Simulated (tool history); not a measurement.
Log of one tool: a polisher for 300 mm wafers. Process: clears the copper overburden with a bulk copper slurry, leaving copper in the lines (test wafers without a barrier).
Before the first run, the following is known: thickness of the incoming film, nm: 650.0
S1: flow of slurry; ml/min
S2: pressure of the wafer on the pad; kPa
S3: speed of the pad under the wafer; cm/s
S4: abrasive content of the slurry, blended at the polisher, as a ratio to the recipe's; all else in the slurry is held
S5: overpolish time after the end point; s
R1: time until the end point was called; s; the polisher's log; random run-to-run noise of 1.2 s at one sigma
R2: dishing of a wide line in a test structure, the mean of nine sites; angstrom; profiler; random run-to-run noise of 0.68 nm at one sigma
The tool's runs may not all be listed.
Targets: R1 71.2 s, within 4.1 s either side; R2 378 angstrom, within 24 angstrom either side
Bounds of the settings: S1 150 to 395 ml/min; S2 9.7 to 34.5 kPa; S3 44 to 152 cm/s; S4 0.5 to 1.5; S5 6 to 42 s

run	hour	S1	S2	S3	S4	S5	R1	R2
1	0	250	22.1	98	1	21	69.956	908.62
2	7.4	255	19.3	106	1	18	71.725	785.88
3	11	255	22.1	106	1	18	63.692	856.29
4	16.2	255	22.1	106	1.2	18	61.167	876.89
5	24.6	285	19.3	114	1.05	15	67.713	727.34
6	27.6	285	19.3	114	1.15	15	65.449	729
7	35.3	285	19.3	114	1.15	15	65.534	766.69
8	40.8	290	17.2	122	1	13	71.337	687.36
9	47.7	315	15.9	126	1.1	11	70.23	576.55
# hour 54.3: slurry nozzle cleaned
10	54.3	335	14.5	130	1.15	10	71.224	527.55
11	59.6	350	13.8	132	1.2	9	71.9	492.15
12	63.9	395	9.7	148	1.45	6	84.628	305.67
13	69.5	390	10.3	148	1.45	6	80.34	333.47

Next run, 4 choices. One meets every target within its allowed miss, the rest don't. Which?
A	75.1	350	12.4	146	1.35	6	?	?
B	75.1	395	17.2	120	1.5	6	?	?
C	75.1	385	13.8	150	1.5	6	?	?
D	75.1	395	13.8	152	1.5	6	?	?

move	R1	R2
A	68.978	370.91
B	59.251	430.43
C	58.978	422.16
D	58.119	426.77
A: all results land within tolerance of their targets
B: moves the result that the last run missed by most past its target, out the other side
C: moves the result that the last run missed by most past its target, out the other side
D: moves the result that the last run missed by most past its target, out the other side
A meets every target.
